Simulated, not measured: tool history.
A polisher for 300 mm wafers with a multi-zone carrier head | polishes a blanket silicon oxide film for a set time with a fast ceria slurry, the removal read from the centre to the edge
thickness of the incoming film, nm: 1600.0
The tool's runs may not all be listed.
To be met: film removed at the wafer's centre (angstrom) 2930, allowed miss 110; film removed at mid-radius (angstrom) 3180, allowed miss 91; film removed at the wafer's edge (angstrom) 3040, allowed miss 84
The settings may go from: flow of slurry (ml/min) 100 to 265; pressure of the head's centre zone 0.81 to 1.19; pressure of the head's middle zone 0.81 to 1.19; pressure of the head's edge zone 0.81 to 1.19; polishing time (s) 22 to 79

run,hour,flow of slurry (ml/min),pressure of the head's centre zone,pressure of the head's middle zone,pressure of the head's edge zone,polishing time (s),film removed at the wafer's centre (angstrom),film removed at mid-radius (angstrom),film removed at the wafer's edge (angstrom)
1,0,170,1,1,1,50,5295.5,5338.3,5268.8
2,7.7,170,1.04,1,1,50,5458.3,5315.1,5278.5
3,14,160,0.99,0.99,0.96,43,4521.4,4498.7,4420.1
4,22.3,150,0.94,0.98,0.93,39,3826.8,3980.8,3928
5,24.2,150,0.94,0.94,0.93,39,3776.8,3932.9,3915.5
6,25.8,150,0.91,0.94,0.93,39,3593.9,3873.3,3958.5
7,30.1,145,0.9,0.94,0.9,37,3372.8,3683,3701.7
8,31.3,140,0.9,0.94,0.87,35,3204.6,3408,3446.1
9,36.4,135,0.9,0.96,0.85,34,3081.6,3329.9,3293.2
10,41.5,130,0.9,0.97,0.84,34,3076.9,3377.5,3248.3
11,43.3,125,0.9,0.97,0.83,34,3016.4,3401.3,3232.9

Which of these 4 next moves meets every target?
A,45.1,120,0.96,1.03,0.91,31,?,?,?
B,45.1,120,0.92,1.05,0.82,32,?,?,?
C,45.1,130,0.96,1.04,0.81,30,?,?,?
D,45.1,130,1.08,1.06,0.81,30,?,?,?

move,film removed at the wafer's centre (angstrom),film removed at mid-radius (angstrom),film removed at the wafer's edge (angstrom)
A,2904.6,3203.7,3034.4
B,2872.7,3362.6,3002.2
C,2862.8,3176.6,2833.1
D,3223.9,3226.5,2832.3
A: meets every target
B: nearer than the last run, and not there yet
C: brings the result that was furthest off to its target, and leaves another outside
D: brings the result that was furthest off to its target, and leaves another outside
The right move is A.
